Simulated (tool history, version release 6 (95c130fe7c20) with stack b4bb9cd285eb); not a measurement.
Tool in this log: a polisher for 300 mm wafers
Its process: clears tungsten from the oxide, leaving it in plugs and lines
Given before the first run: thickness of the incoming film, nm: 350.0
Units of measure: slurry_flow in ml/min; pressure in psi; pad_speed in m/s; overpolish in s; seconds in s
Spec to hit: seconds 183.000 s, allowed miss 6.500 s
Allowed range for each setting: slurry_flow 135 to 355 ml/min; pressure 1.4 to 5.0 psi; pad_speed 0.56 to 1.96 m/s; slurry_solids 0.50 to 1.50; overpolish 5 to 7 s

{"run": 1, "hour": 0.0, "slurry_flow": 225, "pressure": 3.2, "pad_speed": 1.26, "slurry_solids": 1.0, "overpolish": 7, "seconds": 77.677}
{"run": 2, "hour": 0.9, "slurry_flow": 225, "pressure": 3.2, "pad_speed": 1.26, "slurry_solids": 1.0, "overpolish": 5, "seconds": 79.216}
{"run": 3, "hour": 9.4, "slurry_flow": 225, "pressure": 3.2, "pad_speed": 1.02, "slurry_solids": 1.0, "overpolish": 5, "seconds": 97.455}
{"run": 4, "hour": 12.5, "slurry_flow": 225, "pressure": 3.0, "pad_speed": 1.02, "slurry_solids": 1.0, "overpolish": 5, "seconds": 102.96}
{"run": 5, "hour": 14.3, "slurry_flow": 225, "pressure": 2.8, "pad_speed": 1.0, "slurry_solids": 1.0, "overpolish": 5, "seconds": 112.12}
{"run": 6, "hour": 15.6, "slurry_flow": 225, "pressure": 2.7, "pad_speed": 1.0, "slurry_solids": 1.0, "overpolish": 5, "seconds": 119.61}
{"run": 7, "hour": 19.8, "slurry_flow": 225, "pressure": 2.6, "pad_speed": 1.0, "slurry_solids": 1.0, "overpolish": 5, "seconds": 121.73}
{"run": 8, "hour": 22.2, "slurry_flow": 220, "pressure": 1.7, "pad_speed": 0.92, "slurry_solids": 1.0, "overpolish": 5, "seconds": 196.58}

5 candidate next runs follow, results not yet known. Just one meets every target within its allowed miss. Identify it.
{"run": "A", "hour": 24.6, "slurry_flow": 215, "pressure": 1.8, "pad_speed": 0.94, "slurry_solids": 1.0, "overpolish": 5, "seconds": "?"}
{"run": "B", "hour": 24.6, "slurry_flow": 265, "pressure": 2.3, "pad_speed": 0.74, "slurry_solids": 1.15, "overpolish": 7, "seconds": "?"}
{"run": "C", "hour": 24.6, "slurry_flow": 245, "pressure": 1.8, "pad_speed": 0.98, "slurry_solids": 1.25, "overpolish": 7, "seconds": "?"}
{"run": "D", "hour": 24.6, "slurry_flow": 220, "pressure": 2.3, "pad_speed": 0.86, "slurry_solids": 0.7, "overpolish": 6, "seconds": "?"}
{"run": "E", "hour": 24.6, "slurry_flow": 240, "pressure": 1.9, "pad_speed": 0.96, "slurry_solids": 1.05, "overpolish": 5, "seconds": "?"}

move=A seconds=183.790
move=B seconds=173.320
move=C seconds=165.590
move=D seconds=170.390
move=E seconds=167.190
A: meets every target
B: the result that was furthest off in the last run now lies on the other side of its target
C: the result that was furthest off in the last run now lies on the other side of its target
D: the result that was furthest off in the last run now lies on the other side of its target
E: the result that was furthest off in the last run now lies on the other side of its target
A is the move that brings every result within its allowed miss.
